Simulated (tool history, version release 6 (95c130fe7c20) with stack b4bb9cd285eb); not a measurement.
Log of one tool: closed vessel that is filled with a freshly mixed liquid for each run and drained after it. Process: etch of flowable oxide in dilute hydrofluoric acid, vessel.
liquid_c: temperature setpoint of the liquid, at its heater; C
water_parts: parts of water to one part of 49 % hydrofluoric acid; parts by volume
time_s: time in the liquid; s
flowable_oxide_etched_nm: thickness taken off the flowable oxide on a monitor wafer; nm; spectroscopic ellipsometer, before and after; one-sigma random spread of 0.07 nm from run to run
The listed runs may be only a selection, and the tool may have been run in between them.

run  hour  liquid_c  water_parts  time_s  flowable_oxide_etched_nm
  1     0        23          120      35                    13.651
  2   6.1        21          125      35                    11.879
  3     7      19.5          125      35                    11.328
  4  10.7      19.5          150      35                    9.1726
  5  17.9      19.5          150      30                    7.8808
  6  24.1        22          150      30                    8.5658

Run 7, settings as shown, results not yet in. Your forecast:
  7  27.3      23.5          150      30                         ?

Run 7 gave flowable_oxide_etched_nm 9.0048 nm.
